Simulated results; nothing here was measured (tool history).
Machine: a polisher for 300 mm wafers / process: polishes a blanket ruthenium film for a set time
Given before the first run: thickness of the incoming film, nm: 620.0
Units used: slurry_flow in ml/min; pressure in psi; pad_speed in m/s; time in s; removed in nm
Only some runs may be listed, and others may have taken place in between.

{"run": 1, "day": 0.0, "slurry_flow": 185, "pressure": 1.9, "pad_speed": 0.94, "time": 32, "removed": 29.487}
{"run": 2, "day": 0.079, "slurry_flow": 205, "pressure": 1.9, "pad_speed": 0.94, "time": 32, "removed": 29.297}
{"run": 3, "day": 0.171, "slurry_flow": 205, "pressure": 1.8, "pad_speed": 0.94, "time": 32, "removed": 27.532}
{"run": 4, "day": 0.417, "slurry_flow": 205, "pressure": 1.7, "pad_speed": 0.94, "time": 32, "removed": 26.918}
{"run": 5, "day": 0.562, "slurry_flow": 205, "pressure": 1.7, "pad_speed": 0.94, "time": 32, "removed": 26.527}
{"run": 6, "day": 0.696, "slurry_flow": 205, "pressure": 2, "pad_speed": 0.94, "time": 32, "removed": 29.961}
{"run": 7, "day": 0.942, "slurry_flow": 205, "pressure": 1.9, "pad_speed": 0.94, "time": 32, "removed": 29.019}

Predict the results of run 8:
{"day": 1.075, "done": "slurry nozzle cleaned"}
{"run": 8, "day": 1.075, "slurry_flow": 205, "pressure": 1.8, "pad_speed": 0.94, "time": 32, "removed": "?"}

{"run 8": {"removed": 29.079}}
